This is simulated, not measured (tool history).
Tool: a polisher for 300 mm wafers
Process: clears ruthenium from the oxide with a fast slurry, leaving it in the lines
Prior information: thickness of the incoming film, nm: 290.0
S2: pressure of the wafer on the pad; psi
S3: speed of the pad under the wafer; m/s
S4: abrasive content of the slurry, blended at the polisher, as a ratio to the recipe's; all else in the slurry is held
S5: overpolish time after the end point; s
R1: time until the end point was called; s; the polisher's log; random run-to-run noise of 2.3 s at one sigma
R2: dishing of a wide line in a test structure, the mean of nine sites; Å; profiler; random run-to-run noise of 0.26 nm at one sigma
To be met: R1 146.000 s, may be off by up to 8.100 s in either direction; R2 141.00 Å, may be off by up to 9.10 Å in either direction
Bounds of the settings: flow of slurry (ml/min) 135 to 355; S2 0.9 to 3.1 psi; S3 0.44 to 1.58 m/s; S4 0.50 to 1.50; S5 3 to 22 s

run 1 day=0.000 | flow_of_slurry_(ml/min)=225 S2=2.0 S3=1.00 S4=1.00 S5=11 | R1=105.680 R2=189.31
run 2 day=0.117 | flow_of_slurry_(ml/min)=225 S2=2.0 S3=0.86 S4=1.00 S5=11 | R1=121.250 R2=170.68
run 3 day=0.150 | flow_of_slurry_(ml/min)=225 S2=2.0 S3=0.86 S4=1.15 S5=11 | R1=114.300 R2=177.59
run 4 day=0.333 | flow_of_slurry_(ml/min)=225 S2=2.0 S3=1.04 S4=1.15 S5=11 | R1=97.428 R2=198.76
run 5 day=0.638 | flow_of_slurry_(ml/min)=225 S2=2.0 S3=0.90 S4=1.15 S5=11 | R1=107.960 R2=186.07
run 6 day=0.896 | flow_of_slurry_(ml/min)=225 S2=1.9 S3=0.90 S4=1.15 S5=11 | R1=114.090 R2=182.58
run 7 day=0.983 | flow_of_slurry_(ml/min)=225 S2=1.8 S3=0.90 S4=1.15 S5=11 | R1=123.400 R2=172.99
run 8 day=1.125 | flow_of_slurry_(ml/min)=225 S2=1.7 S3=0.88 S4=1.15 S5=10 | R1=133.090 R2=154.59

Exactly one of the 4 candidate moves below puts every result within its allowed miss. Which one?
run A day=1.267 | flow_of_slurry_(ml/min)=195 S2=1.5 S3=0.88 S4=1.30 S5=12 | R1=? R2=?
run B day=1.267 | flow_of_slurry_(ml/min)=255 S2=1.9 S3=0.86 S4=1.15 S5=10 | R1=? R2=?
run C day=1.267 | flow_of_slurry_(ml/min)=205 S2=2.0 S3=0.64 S4=1.35 S5=10 | R1=? R2=?
run D day=1.267 | flow_of_slurry_(ml/min)=240 S2=1.6 S3=0.88 S4=1.05 S5=12 | R1=? R2=?

move=A R1=145.890 R2=166.93
move=B R1=121.000 R2=167.53
move=C R1=146.640 R2=144.57
move=D R1=146.920 R2=166.06
A: meets the target for the result that was furthest off, but another lies outside its allowed miss
B: misses by more than the last run did
C: in spec on every target
D: meets the target for the result that was furthest off, but another lies outside its allowed miss
The right move is C.
